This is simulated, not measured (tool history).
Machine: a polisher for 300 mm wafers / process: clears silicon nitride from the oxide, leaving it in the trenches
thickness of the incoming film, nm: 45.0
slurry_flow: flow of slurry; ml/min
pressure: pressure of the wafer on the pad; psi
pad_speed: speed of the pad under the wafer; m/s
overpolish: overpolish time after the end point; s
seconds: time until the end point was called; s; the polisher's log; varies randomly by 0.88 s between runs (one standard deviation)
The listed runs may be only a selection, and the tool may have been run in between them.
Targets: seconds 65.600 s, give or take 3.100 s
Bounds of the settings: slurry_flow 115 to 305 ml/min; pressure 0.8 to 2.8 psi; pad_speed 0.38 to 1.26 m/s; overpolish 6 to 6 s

run,hour,slurry_flow,pressure,pad_speed,overpolish,seconds
1,0.0,195,1.8,0.82,6,94.456
2,2.4,195,1.4,0.82,6,119.270
3,9.6,175,1.4,0.82,6,123.780
4,16.9,185,1.6,0.82,6,109.320
5,21.4,185,1.6,0.90,6,104.460
6,26.4,195,1.7,0.90,6,93.077
7,35.3,205,1.8,0.90,6,88.273
8,39.6,210,1.9,0.90,6,85.654
9,47.3,210,2.0,0.90,6,82.061
10,54.1,210,2.1,0.90,6,78.336
11,59.5,215,2.2,0.90,6,74.348

Pick the move, out of 4, that brings all results within their allowed miss; only one does.
A,64.9,205,1.9,0.78,6,?
B,64.9,210,2.3,0.78,6,?
C,64.9,220,2.2,1.06,6,?
D,64.9,160,2.5,0.82,6,?

move,seconds
A,91.916
B,76.155
C,65.314
D,70.568
A: misses by more than the last run did
B: misses by more than the last run did
C: meets every target
D: closer than the last run, but not yet in spec
C meets every target.
